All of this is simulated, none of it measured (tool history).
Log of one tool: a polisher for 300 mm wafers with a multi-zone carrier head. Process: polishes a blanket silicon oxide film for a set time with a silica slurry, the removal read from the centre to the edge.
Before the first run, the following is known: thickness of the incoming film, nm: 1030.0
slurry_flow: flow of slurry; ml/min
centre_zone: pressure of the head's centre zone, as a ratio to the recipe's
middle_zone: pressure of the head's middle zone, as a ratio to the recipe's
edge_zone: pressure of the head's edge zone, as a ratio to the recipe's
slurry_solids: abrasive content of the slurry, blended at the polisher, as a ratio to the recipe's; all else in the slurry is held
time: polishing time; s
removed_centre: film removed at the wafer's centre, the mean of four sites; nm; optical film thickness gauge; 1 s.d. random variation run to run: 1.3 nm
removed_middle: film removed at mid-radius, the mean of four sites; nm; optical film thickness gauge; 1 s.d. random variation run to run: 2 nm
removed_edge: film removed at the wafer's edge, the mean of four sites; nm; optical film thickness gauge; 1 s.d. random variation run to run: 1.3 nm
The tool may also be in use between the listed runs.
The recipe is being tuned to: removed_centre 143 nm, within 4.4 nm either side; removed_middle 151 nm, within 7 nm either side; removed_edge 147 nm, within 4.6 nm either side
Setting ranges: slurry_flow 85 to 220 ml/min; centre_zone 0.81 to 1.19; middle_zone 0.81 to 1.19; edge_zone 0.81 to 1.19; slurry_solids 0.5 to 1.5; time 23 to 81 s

Run 1, hour 0: slurry_flow 140 ml/min, centre_zone 1, middle_zone 1, edge_zone 1, slurry_solids 1, time 52 s. Result: removed_centre 124.3 nm, removed_middle 123.41 nm, removed_edge 122.57 nm.
Run 2, hour 6.9: slurry_flow 140 ml/min, centre_zone 1, middle_zone 0.95, edge_zone 1, slurry_solids 1, time 52 s. Result: removed_centre 123.74 nm, removed_middle 121.53 nm, removed_edge 122.24 nm.
Run 3, hour 7.8: slurry_flow 150 ml/min, centre_zone 1, middle_zone 0.97, edge_zone 1.01, slurry_solids 1, time 52 s. Result: removed_centre 127.72 nm, removed_middle 124.23 nm, removed_edge 124.03 nm.
Run 4, hour 9.1: slurry_flow 150 ml/min, centre_zone 1.07, middle_zone 0.97, edge_zone 1.01, slurry_solids 1, time 52 s. Result: removed_centre 135.09 nm, removed_middle 124.76 nm, removed_edge 125.76 nm.
Run 5, hour 17.6: slurry_flow 155 ml/min, centre_zone 1.06, middle_zone 0.99, edge_zone 1.03, slurry_solids 1, time 52 s. Result: removed_centre 134.15 nm, removed_middle 124.08 nm, removed_edge 126.45 nm.
Run 6, hour 26.1: slurry_flow 160 ml/min, centre_zone 1.04, middle_zone 1.01, edge_zone 1.03, slurry_solids 1.05, time 52 s. Result: removed_centre 136.22 nm, removed_middle 131.08 nm, removed_edge 127.46 nm.
Run 7, hour 28: slurry_flow 160 ml/min, centre_zone 1.03, middle_zone 1.01, edge_zone 1.05, slurry_solids 1.1, time 52 s. Result: removed_centre 137.49 nm, removed_middle 133.36 nm, removed_edge 133.09 nm.
Run 8, hour 33.1: slurry_flow 165 ml/min, centre_zone 1.02, middle_zone 1.02, edge_zone 1.06, slurry_solids 1.1, time 52 s. Result: removed_centre 136.25 nm, removed_middle 139.56 nm, removed_edge 135.27 nm.
Run 9, hour 41.2: slurry_flow 170 ml/min, centre_zone 1.02, middle_zone 1.02, edge_zone 1.07, slurry_solids 1.1, time 52 s. Result: removed_centre 136.21 nm, removed_middle 137.23 nm, removed_edge 135.75 nm.
Run 10, hour 47.5: slurry_flow 175 ml/min, centre_zone 1.02, middle_zone 1.03, edge_zone 1.08, slurry_solids 1.1, time 52 s. Result: removed_centre 139.75 nm, removed_middle 140.42 nm, removed_edge 135.79 nm.
Run 11, hour 48.7: slurry_flow 175 ml/min, centre_zone 1.02, middle_zone 1.03, edge_zone 1.09, slurry_solids 1.1, time 52 s. Result: removed_centre 139.73 nm, removed_middle 139.42 nm, removed_edge 138.74 nm.
Run 12, hour 53.4: slurry_flow 180 ml/min, centre_zone 1.02, middle_zone 1.04, edge_zone 1.1, slurry_solids 1.1, time 52 s. Result: removed_centre 139.17 nm, removed_middle 137.84 nm, removed_edge 137.83 nm.
Run 13, hour 54.8: slurry_flow 180 ml/min, centre_zone 1.02, middle_zone 1.05, edge_zone 1.1, slurry_solids 1.1, time 52 s. Result: removed_centre 140.32 nm, removed_middle 140.71 nm, removed_edge 140.61 nm.
Run 14, hour 62.9: slurry_flow 180 ml/min, centre_zone 1.02, middle_zone 1.06, edge_zone 1.1, slurry_solids 1.1, time 52 s. Result: removed_centre 138.27 nm, removed_middle 139.16 nm, removed_edge 138.78 nm.
Run 15, hour 69: slurry_flow 185 ml/min, centre_zone 1.02, middle_zone 1.06, edge_zone 1.1, slurry_solids 1.1, time 52 s. Result: removed_centre 140.07 nm, removed_middle 143.56 nm, removed_edge 138.5 nm.

Below are 5 possible settings for the next run. Only one of them brings all results inside the allowed miss of their targets. Which is it?
Run A, hour 75.1: slurry_flow 170 ml/min, centre_zone 1.08, middle_zone 1.11, edge_zone 1.09, slurry_solids 1.1, time 50 s. Result: removed_centre ?, removed_middle ?, removed_edge ?.
Run B, hour 75.1: slurry_flow 190 ml/min, centre_zone 0.97, middle_zone 1.15, edge_zone 0.92, slurry_solids 1.05, time 55 s. Result: removed_centre ?, removed_middle ?, removed_edge ?.
Run C, hour 75.1: slurry_flow 200 ml/min, centre_zone 0.97, middle_zone 1.07, edge_zone 1.09, slurry_solids 0.8, time 64 s. Result: removed_centre ?, removed_middle ?, removed_edge ?.
Run D, hour 75.1: slurry_flow 125 ml/min, centre_zone 0.96, middle_zone 1.09, edge_zone 1.19, slurry_solids 1, time 60 s. Result: removed_centre ?, removed_middle ?, removed_edge ?.
Run E, hour 75.1: slurry_flow 220 ml/min, centre_zone 1.04, middle_zone 1.06, edge_zone 1, slurry_solids 1.15, time 48 s. Result: removed_centre ?, removed_middle ?, removed_edge ?.

move  removed_centre  removed_middle  removed_edge
   A          141.68          137.39        131.13
   B          141.09          154.08        132.02
   C           143.2          149.45        144.86
   D          135.45          145.92        149.87
   E          140.19          136.28        127.07
A: its largest miss is bigger than the last run's
B: its largest miss is bigger than the last run's
C: all results land within tolerance of their targets
D: gets the furthest-off result to its target, but another result is out of tolerance
E: its largest miss is bigger than the last run's
Go with C: it meets all targets.
